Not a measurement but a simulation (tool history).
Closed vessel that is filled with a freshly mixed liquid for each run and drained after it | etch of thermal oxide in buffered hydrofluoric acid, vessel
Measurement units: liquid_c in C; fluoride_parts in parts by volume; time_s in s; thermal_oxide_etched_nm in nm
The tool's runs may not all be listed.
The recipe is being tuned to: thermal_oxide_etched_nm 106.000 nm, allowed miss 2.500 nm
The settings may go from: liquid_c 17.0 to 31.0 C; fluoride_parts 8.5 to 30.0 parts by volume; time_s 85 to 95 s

Run 1, hour 0.0: liquid_c 23.0 C, fluoride_parts 23.5 parts by volume, time_s 85 s. Result: thermal_oxide_etched_nm 38.479 nm.
Run 2, hour 8.1: liquid_c 23.0 C, fluoride_parts 23.5 parts by volume, time_s 85 s. Result: thermal_oxide_etched_nm 38.096 nm.
Run 3, hour 16.6: liquid_c 23.0 C, fluoride_parts 29.5 parts by volume, time_s 85 s. Result: thermal_oxide_etched_nm 32.835 nm.
Run 4, hour 17.6: liquid_c 24.5 C, fluoride_parts 26.0 parts by volume, time_s 85 s. Result: thermal_oxide_etched_nm 38.781 nm.
At hour 20.7: thermometer replaced.
Run 5, hour 20.7: liquid_c 26.5 C, fluoride_parts 26.0 parts by volume, time_s 85 s. Result: thermal_oxide_etched_nm 46.377 nm.
Run 6, hour 26.4: liquid_c 27.5 C, fluoride_parts 23.0 parts by volume, time_s 85 s. Result: thermal_oxide_etched_nm 53.390 nm.
Run 7, hour 31.0: liquid_c 27.5 C, fluoride_parts 23.0 parts by volume, time_s 85 s. Result: thermal_oxide_etched_nm 53.323 nm.
Run 8, hour 35.3: liquid_c 31.0 C, fluoride_parts 15.5 parts by volume, time_s 90 s. Result: thermal_oxide_etched_nm 96.668 nm.
Run 9, hour 37.1: liquid_c 31.0 C, fluoride_parts 15.0 parts by volume, time_s 90 s. Result: thermal_oxide_etched_nm 100.050 nm.

Below are 4 possible settings for the next run. Only one of them brings all results inside the allowed miss of their targets. Which is it?
Run A, hour 38.9: liquid_c 30.5 C, fluoride_parts 15.5 parts by volume, time_s 90 s. Result: thermal_oxide_etched_nm ?.
Run B, hour 38.9: liquid_c 29.5 C, fluoride_parts 14.0 parts by volume, time_s 90 s. Result: thermal_oxide_etched_nm ?.
Run C, hour 38.9: liquid_c 29.0 C, fluoride_parts 12.0 parts by volume, time_s 85 s. Result: thermal_oxide_etched_nm ?.
Run D, hour 38.9: liquid_c 29.5 C, fluoride_parts 14.5 parts by volume, time_s 90 s. Result: thermal_oxide_etched_nm ?.

move  thermal_oxide_etched_nm
   A                   93.559
   B                   98.077
   C                  104.890
   D                   94.763
A: misses by more than the last run did
B: misses by more than the last run did
C: all results land within tolerance of their targets
D: misses by more than the last run did
C is the move that brings every result within its allowed miss.
